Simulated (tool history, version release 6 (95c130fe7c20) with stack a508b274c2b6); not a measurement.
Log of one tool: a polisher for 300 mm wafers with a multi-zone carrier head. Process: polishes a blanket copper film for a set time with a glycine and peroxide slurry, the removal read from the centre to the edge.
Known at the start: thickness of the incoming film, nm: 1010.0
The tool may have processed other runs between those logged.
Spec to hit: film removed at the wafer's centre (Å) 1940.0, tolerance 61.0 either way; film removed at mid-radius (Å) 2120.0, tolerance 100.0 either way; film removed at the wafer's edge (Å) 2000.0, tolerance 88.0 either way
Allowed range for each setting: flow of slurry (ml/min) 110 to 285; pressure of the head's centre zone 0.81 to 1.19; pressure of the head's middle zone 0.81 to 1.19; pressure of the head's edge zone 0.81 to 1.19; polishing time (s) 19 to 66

| run | day | flow of slurry (ml/min) | pressure of the head's centre zone | pressure of the head's middle zone | pressure of the head's edge zone | polishing time (s) | film removed at the wafer's centre (Å) | film removed at mid-radius (Å) | film removed at the wafer's edge (Å) |
|---|---|---|---|---|---|---|---|---|---|
| 1 | 0.000 | 180 | 1.00 | 1.00 | 1.00 | 42 | 2432.7 | 2361.4 | 2332.5 |
| 2 | 0.204 | 180 | 1.04 | 1.00 | 1.00 | 42 | 2568.1 | 2456.3 | 2322.0 |
| 3 | 0.342 | 175 | 1.01 | 1.01 | 0.97 | 41 | 2406.2 | 2316.1 | 2269.8 |
| 4 | 0.529 | 175 | 1.01 | 1.01 | 0.97 | 52 | 3048.6 | 2945.9 | 2843.5 |
| 5 | 0.562 | 160 | 1.01 | 1.01 | 0.97 | 52 | 3030.7 | 2864.8 | 2786.7 |
| 6 | 0.812 | 160 | 1.06 | 1.01 | 0.97 | 52 | 3139.3 | 2880.4 | 2819.7 |
| 7 | 1.050 | 120 | 0.96 | 1.03 | 0.95 | 40 | 2011.6 | 2106.3 | 2025.5 |
| 8 | 1.200 | 120 | 0.96 | 1.04 | 0.95 | 40 | 2043.2 | 2172.7 | 2059.2 |
| 9 | 1.358 | 120 | 0.95 | 1.04 | 0.95 | 40 | 1999.8 | 2115.1 | 2063.3 |
|  | 1.596 | edge zone pressure recalibrated |
| 10 | 1.596 | 120 | 0.95 | 1.05 | 0.94 | 40 | 2019.8 | 2119.2 | 2100.4 |
| 11 | 1.938 | 120 | 0.95 | 1.04 | 0.96 | 40 | 2012.9 | 2086.6 | 2124.6 |
| 12 | 2.108 | 120 | 0.95 | 1.04 | 0.95 | 40 | 2010.2 | 2164.5 | 2135.9 |
| 13 | 2.350 | 120 | 0.95 | 1.04 | 0.93 | 40 | 2009.4 | 2094.6 | 2109.7 |
| 14 | 2.538 | 120 | 0.95 | 1.05 | 0.94 | 40 | 1982.2 | 2084.8 | 2065.0 |
| 15 | 2.583 | 120 | 0.96 | 1.07 | 0.95 | 40 | 2050.5 | 2205.0 | 2128.2 |
| 16 | 2.767 | 120 | 0.96 | 1.08 | 0.94 | 40 | 2021.2 | 2175.6 | 2061.7 |
| 17 | 3.133 | 120 | 0.96 | 1.08 | 0.93 | 40 | 2025.3 | 2147.8 | 2125.2 |

Which of these 5 next moves meets every target?
| A | 3.500 | 110 | 0.95 | 1.08 | 0.90 | 40 | ? | ? | ? |
| B | 3.500 | 285 | 0.86 | 0.86 | 0.81 | 40 | ? | ? | ? |
| C | 3.500 | 285 | 0.82 | 0.84 | 0.81 | 41 | ? | ? | ? |
| D | 3.500 | 130 | 0.99 | 1.10 | 0.96 | 39 | ? | ? | ? |
| E | 3.500 | 220 | 0.85 | 0.87 | 0.81 | 41 | ? | ? | ? |

| move | film removed at the wafer's centre (Å) | film removed at mid-radius (Å) | film removed at the wafer's edge (Å) |
|---|---|---|---|
| A | 1924.6 | 2123.8 | 2003.4 |
| B | 2130.2 | 2148.7 | 2182.1 |
| C | 2080.7 | 2165.9 | 2237.2 |
| D | 2066.8 | 2202.9 | 2080.3 |
| E | 2084.3 | 2152.5 | 2184.2 |
A: hits every target within its allowed miss
B: lands further from the targets than the last run did
C: lands further from the targets than the last run did
D: corrects the largest miss of the last run, while another result sits out of spec
E: lands further from the targets than the last run did
Go with A: it meets all targets.
